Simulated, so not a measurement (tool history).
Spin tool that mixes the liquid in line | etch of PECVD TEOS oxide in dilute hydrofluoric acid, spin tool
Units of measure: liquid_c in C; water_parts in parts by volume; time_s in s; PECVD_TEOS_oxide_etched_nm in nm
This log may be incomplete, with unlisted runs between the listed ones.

| run | hour | liquid_c | water_parts | time_s | PECVD_TEOS_oxide_etched_nm |
|---|---|---|---|---|---|
| 1 | 0 | 22 | 105 | 120 | 10.948 |
| 2 | 2.7 | 22 | 85 | 120 | 13.77 |
| 3 | 8.4 | 22 | 70 | 120 | 17.206 |
| 4 | 10 | 22 | 70 | 130 | 18.413 |
| 5 | 17.8 | 25 | 70 | 130 | 20.908 |
| 6 | 24.2 | 26.5 | 70 | 130 | 21.986 |
| 7 | 25.7 | 25 | 85 | 130 | 16.793 |
| 8 | 32.3 | 23.5 | 95 | 130 | 13.991 |
| 9 | 41.3 | 22.5 | 105 | 130 | 12.214 |
| 10 | 46.7 | 21.5 | 115 | 130 | 10.492 |

What does the tool deliver on the next run?
| 11 | 51 | 20.5 | 120 | 130 | ? |

{"run 11": {"PECVD_TEOS_oxide_etched_nm": 9.5864}}
